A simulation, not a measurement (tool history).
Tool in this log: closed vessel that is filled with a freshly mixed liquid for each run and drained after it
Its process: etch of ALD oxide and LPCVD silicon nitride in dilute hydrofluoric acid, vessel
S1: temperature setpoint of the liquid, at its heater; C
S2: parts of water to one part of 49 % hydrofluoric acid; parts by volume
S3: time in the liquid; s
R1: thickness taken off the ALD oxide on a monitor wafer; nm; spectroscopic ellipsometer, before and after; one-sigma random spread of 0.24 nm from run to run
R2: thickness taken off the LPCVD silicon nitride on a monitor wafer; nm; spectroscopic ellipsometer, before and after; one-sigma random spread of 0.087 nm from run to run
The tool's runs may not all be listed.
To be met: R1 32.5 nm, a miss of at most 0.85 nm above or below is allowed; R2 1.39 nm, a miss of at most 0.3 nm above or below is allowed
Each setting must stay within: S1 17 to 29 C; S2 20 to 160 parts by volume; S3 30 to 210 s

run	hour	S1	S2	S3	R1	R2
1	0	21	90	105	13.319	0.58197
2	6.3	23.5	90	105	14.749	0.6588
3	8.4	23.5	90	85	11.894	0.56715
4	16.7	23.5	90	60	8.3493	0.41455
5	23	23.5	90	90	12.626	0.57668
6	29.3	23.5	90	125	17.705	0.86001
7	34.8	24	75	125	21.903	1.082
8	36.5	24.5	65	125	26.031	1.2924
9	41.7	25	60	125	29.015	1.3829
10	43.1	25.5	60	125	29.465	1.2733
11	51.8	26	60	125	29.868	1.5343

4 candidate next runs follow, results not yet known. Just one meets every target within its allowed miss. Identify it.
A	60.5	27.5	75	145	?	?
B	60.5	23.5	45	110	?	?
C	60.5	21	60	150	?	?
D	60.5	24	55	145	?	?

move	R1	R2
A	28.915	1.4538
B	32.404	1.398
C	29.301	1.2137
D	35.209	1.5664
A: lands further from the targets than the last run did
B: all results in spec
C: lands further from the targets than the last run did
D: takes the result that was furthest off past its target
The right move is B.
